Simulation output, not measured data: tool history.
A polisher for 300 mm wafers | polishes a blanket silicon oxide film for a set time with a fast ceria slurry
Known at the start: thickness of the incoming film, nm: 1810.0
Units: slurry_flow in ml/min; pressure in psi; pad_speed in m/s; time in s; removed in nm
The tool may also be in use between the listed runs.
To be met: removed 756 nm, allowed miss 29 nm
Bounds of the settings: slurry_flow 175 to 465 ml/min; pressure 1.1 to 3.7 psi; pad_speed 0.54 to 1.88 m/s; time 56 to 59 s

{"run": 1, "day": 0.0, "slurry_flow": 295, "pressure": 2.4, "pad_speed": 1.2, "time": 56, "removed": 1035.5}
{"run": 2, "day": 0.238, "slurry_flow": 230, "pressure": 2.4, "pad_speed": 1.2, "time": 56, "removed": 1007.7}
{"run": 3, "day": 0.446, "slurry_flow": 230, "pressure": 2.1, "pad_speed": 1.2, "time": 56, "removed": 893.25}
{"run": 4, "day": 0.754, "slurry_flow": 230, "pressure": 2, "pad_speed": 1.2, "time": 56, "removed": 864.51}
{"run": 5, "day": 1.0, "slurry_flow": 230, "pressure": 2, "pad_speed": 1.48, "time": 56, "removed": 1047.4}
{"run": 6, "day": 1.092, "slurry_flow": 255, "pressure": 2, "pad_speed": 1.48, "time": 56, "removed": 1058.1}
{"run": 7, "day": 1.429, "slurry_flow": 255, "pressure": 1.8, "pad_speed": 1.48, "time": 56, "removed": 993.54}
{"run": 8, "day": 1.512, "slurry_flow": 255, "pressure": 1.6, "pad_speed": 1.48, "time": 56, "removed": 889.86}
{"run": 9, "day": 1.579, "slurry_flow": 255, "pressure": 1.2, "pad_speed": 1.48, "time": 56, "removed": 702.67}
{"run": 10, "day": 1.621, "slurry_flow": 255, "pressure": 1.4, "pad_speed": 1.48, "time": 56, "removed": 788.77}

Which of these 5 next moves meets every target?
{"run": "A", "day": 1.662, "slurry_flow": 215, "pressure": 1.6, "pad_speed": 1.38, "time": 56, "removed": "?"}
{"run": "B", "day": 1.662, "slurry_flow": 225, "pressure": 1.3, "pad_speed": 1.36, "time": 58, "removed": "?"}
{"run": "C", "day": 1.662, "slurry_flow": 290, "pressure": 1.4, "pad_speed": 1.46, "time": 59, "removed": "?"}
{"run": "D", "day": 1.662, "slurry_flow": 320, "pressure": 1.5, "pad_speed": 1.3, "time": 56, "removed": "?"}
{"run": "E", "day": 1.662, "slurry_flow": 240, "pressure": 1.2, "pad_speed": 1.46, "time": 56, "removed": "?"}

move=A removed=825.58
move=B removed=715.16
move=C removed=852.37
move=D removed=771.89
move=E removed=699.75
A: further off than the last run
B: takes the result that was furthest off past its target
C: further off than the last run
D: meets every target
E: takes the result that was furthest off past its target
Move D is the one to make.
